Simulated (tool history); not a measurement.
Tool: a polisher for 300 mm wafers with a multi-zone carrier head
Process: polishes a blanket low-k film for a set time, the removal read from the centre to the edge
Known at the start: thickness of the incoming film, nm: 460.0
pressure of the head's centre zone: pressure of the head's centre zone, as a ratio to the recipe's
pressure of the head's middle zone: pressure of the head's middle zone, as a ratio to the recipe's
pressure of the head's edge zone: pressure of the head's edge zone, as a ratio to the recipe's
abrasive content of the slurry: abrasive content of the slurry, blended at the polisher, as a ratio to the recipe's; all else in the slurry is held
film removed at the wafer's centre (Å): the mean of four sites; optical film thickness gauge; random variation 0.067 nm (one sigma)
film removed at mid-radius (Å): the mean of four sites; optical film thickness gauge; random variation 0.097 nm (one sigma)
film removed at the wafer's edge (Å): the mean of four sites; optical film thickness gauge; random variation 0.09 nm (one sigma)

run  hour  flow of slurry (ml/min)  pressure of the head's centre zone  pressure of the head's middle zone  pressure of the head's edge zone  abrasive content of the slurry  polishing time (s)  film removed at the wafer's centre (Å)  film removed at mid-radius (Å)  film removed at the wafer's edge (Å)
  1     0                      225                                   1                                   1                                 1                               1                  45                                  116.48                          117.48                                118.58
  2   5.2                      225                                   1                                   1                                 1                               1                  49                                  126.62                          128.33                                128.07
  3    10                      225                                1.05                                   1                                 1                               1                  49                                   132.6                          129.38                                128.77
  4  16.6                      225                                1.05                                   1                                 1                             1.2                  49                                   142.2                          135.56                                136.66
  5  17.3                      215                                1.02                                0.96                              0.98                            1.15                  49                                  133.98                          129.62                                131.25
  6  18.7                      210                                1.01                                0.93                              0.98                             1.1                  49                                  131.19                          125.42                                129.51

Forecast run 7:
  7  22.5                      205                                   1                                0.91                              0.98                            1.05                  49                                       ?                               ?                                     ?

film removed at the wafer's centre (Å): 128.79
film removed at mid-radius (Å): 120.36
film removed at the wafer's edge (Å): 128.78

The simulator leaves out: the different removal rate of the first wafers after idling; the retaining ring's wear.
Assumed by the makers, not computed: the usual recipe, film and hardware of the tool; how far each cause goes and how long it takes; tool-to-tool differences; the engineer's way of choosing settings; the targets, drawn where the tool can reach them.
